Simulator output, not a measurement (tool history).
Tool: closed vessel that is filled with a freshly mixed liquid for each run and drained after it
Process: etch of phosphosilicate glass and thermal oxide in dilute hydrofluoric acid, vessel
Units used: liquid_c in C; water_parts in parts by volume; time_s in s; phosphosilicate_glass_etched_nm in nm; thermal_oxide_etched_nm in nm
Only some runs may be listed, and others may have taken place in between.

| run | day | liquid_c | water_parts | time_s | phosphosilicate_glass_etched_nm | thermal_oxide_etched_nm |
|---|---|---|---|---|---|---|
| 1 | 0 | 22 | 110 | 60 | 72.416 | 2.4976 |
| 2 | 0.3 | 22 | 110 | 80 | 98.006 | 3.3025 |
| 3 | 0.458 | 22 | 145 | 80 | 70.842 | 2.4169 |
| 4 | 0.7 | 22 | 105 | 80 | 103.56 | 3.5725 |
| 5 | 0.796 | 22 | 105 | 100 | 128.58 | 4.3014 |
| 6 | 1.029 | 22 | 105 | 115 | 149.25 | 4.8691 |

What does the tool deliver on the next run?
| 7 | 1.238 | 23.5 | 105 | 115 | ? | ? |

Run 7 gave phosphosilicate_glass_etched_nm 158.18 nm, thermal_oxide_etched_nm 5.4349 nm.
